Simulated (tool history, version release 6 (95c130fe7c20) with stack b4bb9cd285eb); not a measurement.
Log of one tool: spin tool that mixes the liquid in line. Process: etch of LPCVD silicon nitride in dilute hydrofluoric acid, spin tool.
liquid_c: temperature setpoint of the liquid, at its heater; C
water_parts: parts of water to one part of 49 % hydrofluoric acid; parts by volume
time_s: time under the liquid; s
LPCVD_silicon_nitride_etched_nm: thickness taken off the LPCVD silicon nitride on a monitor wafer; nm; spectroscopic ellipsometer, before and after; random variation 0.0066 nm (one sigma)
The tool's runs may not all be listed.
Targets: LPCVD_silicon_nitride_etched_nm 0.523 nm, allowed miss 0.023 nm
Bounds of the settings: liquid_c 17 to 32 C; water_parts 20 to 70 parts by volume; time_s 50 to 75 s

run	hour	liquid_c	water_parts	time_s	LPCVD_silicon_nitride_etched_nm
1	0	24	40	75	1.1139
2	7.2	22.5	45	75	0.88961
3	10.2	24.5	45	75	1.0223
4	11.1	22.5	45	75	0.89843
5	13.1	20	45	75	0.76126
6	15.2	20	40	75	0.85846
7	21.5	19.5	45	75	0.72599
8	26.1	19.5	45	75	0.71851
9	34.8	19	45	75	0.71237
10	42.6	18.5	45	75	0.66617
11	45.1	18	45	75	0.65172
12	46.4	18	45	75	0.65969
13	51.2	17.5	50	75	0.56892
14	53.1	17	50	75	0.55432
15	58.2	17	55	75	0.49891

5 next moves are on the table. One of them brings every result within its allowed miss. Which?
A	63.3	18	55	65	?
B	63.3	17	50	65	?
C	63.3	19	60	75	?
D	63.3	18.5	65	75	?
E	63.3	17.5	55	70	?

move	LPCVD_silicon_nitride_etched_nm
A	0.46497
B	0.47515
C	0.52879
D	0.47241
E	0.48339
A: further off than the last run
B: further off than the last run
C: meets every target
D: further off than the last run
E: further off than the last run
The right move is C.
